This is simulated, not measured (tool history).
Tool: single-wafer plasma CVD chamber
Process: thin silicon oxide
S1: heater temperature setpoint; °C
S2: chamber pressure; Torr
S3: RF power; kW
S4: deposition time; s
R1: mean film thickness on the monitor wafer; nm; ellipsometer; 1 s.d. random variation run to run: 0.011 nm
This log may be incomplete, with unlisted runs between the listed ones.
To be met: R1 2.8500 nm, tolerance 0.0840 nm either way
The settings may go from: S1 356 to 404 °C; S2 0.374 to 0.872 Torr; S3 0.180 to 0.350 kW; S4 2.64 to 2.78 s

run 1 hour=0.0 | S1=380 S2=0.623 S3=0.265 S4=2.78 | R1=3.5692
run 2 hour=4.8 | S1=380 S2=0.604 S3=0.265 S4=2.78 | R1=3.4473
run 3 hour=12.7 | S1=380 S2=0.604 S3=0.265 S4=2.78 | R1=3.4564
run 4 hour=16.7 | S1=380 S2=0.604 S3=0.265 S4=2.64 | R1=3.2722
run 5 hour=21.5 | S1=380 S2=0.604 S3=0.230 S4=2.64 | R1=3.0175
run 6 hour=29.5 | S1=380 S2=0.604 S3=0.255 S4=2.64 | R1=3.1872
run 7 hour=36.4 | S1=380 S2=0.595 S3=0.255 S4=2.64 | R1=3.1533
run 8 hour=43.9 | S1=380 S2=0.587 S3=0.255 S4=2.64 | R1=3.1377
-- hour=52.5 capacitance manometer re-zeroed and calibrated
run 9 hour=52.5 | S1=380 S2=0.578 S3=0.255 S4=2.64 | R1=3.1836

Exercise: of the 4 proposed moves below, exactly one satisfies all targets within the stated allowed misses. Which move is it?
run A hour=61.1 | S1=380 S2=0.567 S3=0.290 S4=2.78 | R1=?
run B hour=61.1 | S1=389 S2=0.683 S3=0.245 S4=2.71 | R1=?
run C hour=61.1 | S1=376 S2=0.591 S3=0.265 S4=2.64 | R1=?
run D hour=61.1 | S1=393 S2=0.545 S3=0.235 S4=2.64 | R1=?

move=A R1=3.5585
move=B R1=3.7174
move=C R1=3.3497
move=D R1=2.8720
A: lands further from the targets than the last run did
B: lands further from the targets than the last run did
C: lands further from the targets than the last run did
D: meets every target
The right move is D.

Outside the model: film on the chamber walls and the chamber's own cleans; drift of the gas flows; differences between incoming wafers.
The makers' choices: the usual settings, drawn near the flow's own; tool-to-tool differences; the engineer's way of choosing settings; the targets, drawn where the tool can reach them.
